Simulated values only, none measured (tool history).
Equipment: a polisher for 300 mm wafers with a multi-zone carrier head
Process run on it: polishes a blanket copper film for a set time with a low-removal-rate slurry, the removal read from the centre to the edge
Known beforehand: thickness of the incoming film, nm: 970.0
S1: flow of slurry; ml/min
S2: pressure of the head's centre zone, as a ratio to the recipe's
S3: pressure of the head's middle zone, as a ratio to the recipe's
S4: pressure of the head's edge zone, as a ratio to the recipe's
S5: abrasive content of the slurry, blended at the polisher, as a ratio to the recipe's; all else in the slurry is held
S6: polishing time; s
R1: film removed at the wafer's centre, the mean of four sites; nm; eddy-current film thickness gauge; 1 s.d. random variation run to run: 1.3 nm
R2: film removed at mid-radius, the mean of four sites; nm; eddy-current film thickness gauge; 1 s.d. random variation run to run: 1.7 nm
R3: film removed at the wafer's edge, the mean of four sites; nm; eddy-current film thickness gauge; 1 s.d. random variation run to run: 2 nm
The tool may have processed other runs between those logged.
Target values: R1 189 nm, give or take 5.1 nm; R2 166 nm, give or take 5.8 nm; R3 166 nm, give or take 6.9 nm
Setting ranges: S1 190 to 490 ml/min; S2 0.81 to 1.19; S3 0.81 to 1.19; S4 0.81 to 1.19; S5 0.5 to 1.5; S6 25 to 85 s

run 1 hour=0 | S1=315 S2=1 S3=1 S4=1 S5=1 S6=55 | R1=241.56 R2=239.01 R3=245.25
run 2 hour=4.2 | S1=315 S2=1 S3=0.93 S4=1 S5=1 S6=55 | R1=240.91 R2=226.94 R3=240.78
run 3 hour=6.4 | S1=315 S2=1 S3=0.93 S4=1 S5=1.15 S6=55 | R1=250.4 R2=239.39 R3=253.4
run 4 hour=13.2 | S1=320 S2=1 S3=0.92 S4=0.94 S5=0.95 S6=52 | R1=224.05 R2=207.43 R3=219.31
run 5 hour=21.7 | S1=320 S2=1 S3=0.92 S4=0.94 S5=0.95 S6=39 | R1=169.81 R2=153.47 R3=160.39
run 6 hour=28.3 | S1=320 S2=1 S3=0.92 S4=0.94 S5=0.95 S6=29 | R1=124.49 R2=118.17 R3=123.08
run 7 hour=29.2 | S1=330 S2=1.06 S3=0.94 S4=0.96 S5=1.15 S6=31 | R1=150.83 R2=136.23 R3=139.89
run 8 hour=35.2 | S1=340 S2=1.1 S3=0.97 S4=1 S5=1.25 S6=31 | R1=163.21 R2=140.82 R3=145.78
run 9 hour=38.4 | S1=340 S2=1.1 S3=0.97 S4=1 S5=1.25 S6=31 | R1=161.96 R2=140.78 R3=145.36
run 10 hour=47.3 | S1=345 S2=1.12 S3=1.01 S4=1.04 S5=1.35 S6=31 | R1=167.06 R2=149.01 R3=156.13
run 11 hour=49.3 | S1=355 S2=1.14 S3=1.03 S4=1.04 S5=1.4 S6=31 | R1=173.26 R2=156.93 R3=155.32
run 12 hour=52 | S1=365 S2=1.16 S3=1.04 S4=1.06 S5=1.45 S6=31 | R1=182.28 R2=157.64 R3=160.54
run 13 hour=52.9 | S1=375 S2=1.16 S3=1.05 S4=1.07 S5=1.45 S6=31 | R1=181.17 R2=162.54 R3=161.28
run 14 hour=58.9 | S1=385 S2=1.17 S3=1.05 S4=1.08 S5=1.45 S6=31 | R1=180.54 R2=163.31 R3=163.65
run 15 hour=67.3 | S1=385 S2=1.18 S3=1.05 S4=1.08 S5=1.45 S6=31 | R1=184.69 R2=162.61 R3=161.48

4 candidate next runs follow, results not yet known. Just one meets every target within its allowed miss. Identify it.
run A hour=75.7 | S1=420 S2=1.14 S3=1.12 S4=1.01 S5=1.3 S6=32 | R1=? R2=? R3=?
run B hour=75.7 | S1=375 S2=1.13 S3=0.91 S4=1.14 S5=1.5 S6=33 | R1=? R2=? R3=?
run C hour=75.7 | S1=375 S2=1.18 S3=1.05 S4=1.07 S5=1.45 S6=32 | R1=? R2=? R3=?
run D hour=75.7 | S1=355 S2=1.1 S3=1.04 S4=1.08 S5=1.15 S6=35 | R1=? R2=? R3=?

move=A R1=177.63 R2=170.52 R3=159.02
move=B R1=187.33 R2=152.56 R3=181.04
move=C R1=188.04 R2=165.18 R3=168.01
move=D R1=177.77 R2=166.39 R3=171.55
A: lands further from the targets than the last run did
B: meets the target for the result that was furthest off, but another lies outside its allowed miss
C: every result within its allowed miss
D: lands further from the targets than the last run did
Go with C: it meets all targets.
